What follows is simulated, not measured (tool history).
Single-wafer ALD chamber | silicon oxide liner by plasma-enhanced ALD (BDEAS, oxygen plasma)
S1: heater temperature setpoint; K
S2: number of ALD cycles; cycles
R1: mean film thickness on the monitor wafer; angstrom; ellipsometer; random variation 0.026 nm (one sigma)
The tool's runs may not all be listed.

{"run": 1, "hour": 0.0, "S1": 593.15, "S2": 75, "R1": 70.365}
{"run": 2, "hour": 1.8, "S1": 592.15, "S2": 77, "R1": 72.421}
{"run": 3, "hour": 3.8, "S1": 592.15, "S2": 72, "R1": 67.427}
{"run": 4, "hour": 10.7, "S1": 586.15, "S2": 72, "R1": 68.35}
{"run": 5, "hour": 17.6, "S1": 585.15, "S2": 74, "R1": 69.848}
{"run": 6, "hour": 20.4, "S1": 578.15, "S2": 74, "R1": 71.022}
{"run": 7, "hour": 25.8, "S1": 578.15, "S2": 76, "R1": 72.634}

Forecast run 8:
{"run": 8, "hour": 26.4, "S1": 578.15, "S2": 77, "R1": "?"}

Run 8 gave R1 73.416 angstrom.

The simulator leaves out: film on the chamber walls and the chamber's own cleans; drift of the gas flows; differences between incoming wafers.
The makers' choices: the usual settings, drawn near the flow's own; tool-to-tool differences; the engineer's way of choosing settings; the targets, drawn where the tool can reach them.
